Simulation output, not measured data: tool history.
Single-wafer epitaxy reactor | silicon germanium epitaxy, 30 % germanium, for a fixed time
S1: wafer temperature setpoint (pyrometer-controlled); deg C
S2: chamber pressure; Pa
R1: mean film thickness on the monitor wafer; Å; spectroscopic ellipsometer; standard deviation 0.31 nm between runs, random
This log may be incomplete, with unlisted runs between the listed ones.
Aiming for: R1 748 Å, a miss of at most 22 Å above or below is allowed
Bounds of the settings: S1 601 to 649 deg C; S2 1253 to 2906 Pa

run,hour,S1,S2,R1
1,0,625,2080,876.58
2,7.3,623,2066,847.19
3,14.2,623,1707,773.16
4,15.2,631,1707,872.16
5,23.6,637,1707,963.75
6,31.7,644,1707,1062.5
7,32.5,639,1680,977.12
8,39.7,635,1667,912.05
9,43.9,632,1653,875.52
10,50.5,630,1640,849.35
11,58.4,630,1640,848.95
12,62,628,1627,814.16
13,70.9,627,1627,805.38

Consider the 5 candidate settings below. Which is the only one whose results all fall within their allowed miss of target?
A,79.8,630,1533,?
B,79.8,617,1707,?
C,79.8,624,1947,?
D,79.8,629,1307,?
E,79.8,630,1400,?

move,R1
A,822.45
B,709.12
C,838.34
D,750.71
E,787.79
A: the biggest miss grows against the last run
B: the result that was furthest off in the last run now lies on the other side of its target
C: the biggest miss grows against the last run
D: every result lands within tolerance
E: nearer the targets than the last run, but a result is still out of spec
Go with D: it meets all targets.

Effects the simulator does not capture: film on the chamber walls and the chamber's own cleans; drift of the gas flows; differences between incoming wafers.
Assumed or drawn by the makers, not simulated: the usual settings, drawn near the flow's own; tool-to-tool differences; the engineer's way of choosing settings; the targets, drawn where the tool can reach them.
